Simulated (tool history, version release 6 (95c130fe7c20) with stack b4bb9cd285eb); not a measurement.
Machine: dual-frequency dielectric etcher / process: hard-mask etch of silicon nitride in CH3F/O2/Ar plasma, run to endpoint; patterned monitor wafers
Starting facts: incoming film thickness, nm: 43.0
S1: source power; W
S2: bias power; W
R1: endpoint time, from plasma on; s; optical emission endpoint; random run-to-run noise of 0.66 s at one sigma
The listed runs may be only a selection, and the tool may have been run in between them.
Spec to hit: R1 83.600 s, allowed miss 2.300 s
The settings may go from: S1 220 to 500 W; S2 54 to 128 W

run	hour	S1	S2	R1
1	0.0	360	91	62.052
2	7.3	320	80	68.762
3	11.0	360	80	67.587
4	11.7	340	72	71.689
5	13.2	320	67	78.035
6	20.6	310	66	79.653
7	29.1	300	66	81.157
8	37.6	290	66	80.854

4 candidate next runs follow, results not yet known. Just one meets every target within its allowed miss. Identify it.
A	46.1	250	74	?
B	46.1	230	64	?
C	46.1	230	63	?
D	46.1	280	63	?

move	R1
A	78.488
B	88.513
C	89.489
D	84.473
A: moves away from the targets compared with the last run
B: moves the result that the last run missed by most past its target, out the other side
C: moves the result that the last run missed by most past its target, out the other side
D: all results land within tolerance of their targets
So the answer is move D, the one that meets all the targets.
